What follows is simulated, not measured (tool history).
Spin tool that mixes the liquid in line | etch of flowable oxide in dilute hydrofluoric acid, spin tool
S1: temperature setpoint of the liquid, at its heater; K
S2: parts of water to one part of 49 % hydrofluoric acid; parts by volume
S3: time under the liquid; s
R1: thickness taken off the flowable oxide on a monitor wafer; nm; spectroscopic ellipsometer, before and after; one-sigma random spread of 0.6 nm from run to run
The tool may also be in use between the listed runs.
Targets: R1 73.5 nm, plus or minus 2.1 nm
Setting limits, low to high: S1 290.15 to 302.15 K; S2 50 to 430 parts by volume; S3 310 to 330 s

run,hour,S1,S2,S3,R1
1,0,294.15,240,310,44.852
2,3.1,296.15,230,310,51.12
3,11.9,298.15,230,310,54.86
4,18.6,299.15,220,310,59.985
5,19.8,299.15,220,330,63.309
6,27.4,299.65,215,330,67.017
7,30.1,300.15,215,330,67.525
8,37.8,300.65,215,330,68.845
9,44.5,301.15,215,330,70.088

Consider the 5 candidate settings below. Which is the only one whose results all fall within their allowed miss of target?
A,51.2,297.15,205,330,?
B,51.2,300.15,215,310,?
C,51.2,298.15,190,325,?
D,51.2,301.65,215,310,?
E,51.2,301.15,220,325,?

move,R1
A,65.05
B,64.125
C,72.934
D,67.556
E,67.622
A: further off than the last run
B: further off than the last run
C: each result inside its tolerance
D: further off than the last run
E: further off than the last run
Correct choice: C, which meets every target

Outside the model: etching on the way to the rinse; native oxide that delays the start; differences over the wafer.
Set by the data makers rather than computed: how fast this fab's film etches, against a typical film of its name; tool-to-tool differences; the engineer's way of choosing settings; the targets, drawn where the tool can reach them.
